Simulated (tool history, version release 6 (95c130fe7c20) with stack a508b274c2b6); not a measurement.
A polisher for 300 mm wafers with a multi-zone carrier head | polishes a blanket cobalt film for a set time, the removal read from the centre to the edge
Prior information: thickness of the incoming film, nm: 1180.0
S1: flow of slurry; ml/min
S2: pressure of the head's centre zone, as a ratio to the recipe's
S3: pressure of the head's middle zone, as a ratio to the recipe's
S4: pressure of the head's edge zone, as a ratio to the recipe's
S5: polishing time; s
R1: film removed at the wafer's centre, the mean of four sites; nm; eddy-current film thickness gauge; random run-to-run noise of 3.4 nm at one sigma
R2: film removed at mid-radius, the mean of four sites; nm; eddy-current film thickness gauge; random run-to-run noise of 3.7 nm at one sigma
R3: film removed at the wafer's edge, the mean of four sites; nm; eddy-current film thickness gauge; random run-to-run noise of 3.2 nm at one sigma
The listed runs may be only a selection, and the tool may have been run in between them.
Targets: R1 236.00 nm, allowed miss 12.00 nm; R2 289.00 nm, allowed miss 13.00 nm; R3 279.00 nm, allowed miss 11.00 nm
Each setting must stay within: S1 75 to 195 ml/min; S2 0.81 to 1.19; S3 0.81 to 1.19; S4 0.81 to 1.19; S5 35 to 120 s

run,hour,S1,S2,S3,S4,S5,R1,R2,R3
1,0.0,125,1.00,1.00,1.00,77,344.17,319.12,318.04
2,7.9,125,1.04,1.00,1.00,77,357.90,321.11,321.20
3,12.2,120,1.01,1.01,1.01,76,339.48,313.93,312.94
4,15.6,115,0.98,1.03,1.02,75,326.75,314.42,317.78
# hour 24.4: centre zone pressure recalibrated
5,24.4,110,0.96,1.04,1.01,74,287.52,312.72,302.06
6,28.6,110,0.96,1.01,1.01,74,279.59,295.93,306.47
7,30.2,105,0.96,1.01,1.00,74,278.45,305.13,296.41
8,39.1,100,0.96,1.01,1.00,74,283.34,292.26,298.73
9,41.9,100,0.95,1.01,0.99,74,275.64,295.65,294.28
10,46.3,95,0.94,1.01,0.99,74,259.64,282.74,292.61
11,52.0,95,0.94,1.02,0.98,74,270.13,283.23,286.87
12,59.2,95,0.94,1.02,0.98,74,265.45,298.11,287.44

5 candidate next runs follow, results not yet known. Just one meets every target within its allowed miss. Identify it.
A,66.4,110,0.87,1.06,0.97,69,?,?,?
B,66.4,105,0.90,1.15,0.98,71,?,?,?
C,66.4,75,0.81,0.99,0.98,85,?,?,?
D,66.4,85,0.91,1.03,0.90,83,?,?,?
E,66.4,110,1.13,1.04,1.06,69,?,?,?

move,R1,R2,R3
A,243.92,288.75,279.97
B,255.78,312.78,286.45
C,237.28,292.89,316.32
D,277.48,311.09,306.90
E,317.41,283.99,292.39
A: all results land within tolerance of their targets
B: better than the last run, though not everything is in spec
C: the worst result of the last run now meets its target, but another is out of spec
D: its largest miss is bigger than the last run's
E: its largest miss is bigger than the last run's
Correct choice: A, which meets every target

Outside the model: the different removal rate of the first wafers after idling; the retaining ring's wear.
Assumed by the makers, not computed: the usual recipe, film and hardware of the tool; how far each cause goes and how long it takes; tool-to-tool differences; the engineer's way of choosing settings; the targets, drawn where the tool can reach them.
